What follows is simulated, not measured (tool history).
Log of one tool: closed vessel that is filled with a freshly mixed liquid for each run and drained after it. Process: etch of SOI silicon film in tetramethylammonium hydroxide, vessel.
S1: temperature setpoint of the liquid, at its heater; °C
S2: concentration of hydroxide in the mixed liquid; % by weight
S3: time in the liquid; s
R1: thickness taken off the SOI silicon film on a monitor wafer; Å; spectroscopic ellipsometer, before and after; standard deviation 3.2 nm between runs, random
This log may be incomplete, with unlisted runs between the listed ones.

run,hour,S1,S2,S3,R1
1,0,67,13,100,5071.7
2,8.3,68,13,100,5436
3,9.5,68.5,13,100,5567.5
4,16.5,68.5,13,105,5925.7
5,24.8,69,13,105,6036.1
6,32.3,63.5,13,105,4338.2
7,33.7,65,13,105,4764.1

Predict the results of run 8:
8,41,66,13,105,?

For run 8 the tool returned R1 5036.6 Å.
